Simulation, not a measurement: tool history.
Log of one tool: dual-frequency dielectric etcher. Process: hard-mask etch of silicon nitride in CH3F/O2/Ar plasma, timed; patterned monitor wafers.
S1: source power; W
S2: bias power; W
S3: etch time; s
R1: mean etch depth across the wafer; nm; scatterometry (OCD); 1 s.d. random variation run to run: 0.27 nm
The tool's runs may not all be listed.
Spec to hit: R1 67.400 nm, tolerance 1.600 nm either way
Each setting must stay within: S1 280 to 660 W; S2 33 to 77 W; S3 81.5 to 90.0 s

| run | hour | S1 | S2 | S3 | R1 |
|---|---|---|---|---|---|
| 1 | 0.0 | 470 | 55 | 90.0 | 55.369 |
| 2 | 3.8 | 470 | 55 | 81.5 | 50.049 |
| 3 | 10.7 | 470 | 55 | 90.0 | 55.361 |
| 4 | 17.5 | 470 | 55 | 81.5 | 50.402 |
|  | 25.0 | bias power generator calibrated |
| 5 | 25.0 | 520 | 62 | 83.5 | 56.522 |
| 6 | 33.2 | 560 | 65 | 84.0 | 59.488 |
| 7 | 35.4 | 590 | 68 | 84.5 | 61.631 |
| 8 | 43.1 | 650 | 76 | 88.0 | 69.332 |

4 next moves are on the table. One of them brings every result within its allowed miss. Which?
| A | 50.8 | 660 | 77 | 87.5 | ? |
| B | 50.8 | 660 | 77 | 90.0 | ? |
| C | 50.8 | 620 | 74 | 87.5 | ? |
| D | 50.8 | 660 | 76 | 88.0 | ? |

| move | R1 |
|---|---|
| A | 70.110 |
| B | 72.113 |
| C | 67.431 |
| D | 70.267 |
A: lands further from the targets than the last run did
B: lands further from the targets than the last run did
C: hits every target within its allowed miss
D: lands further from the targets than the last run did
Correct choice: C, which meets every target
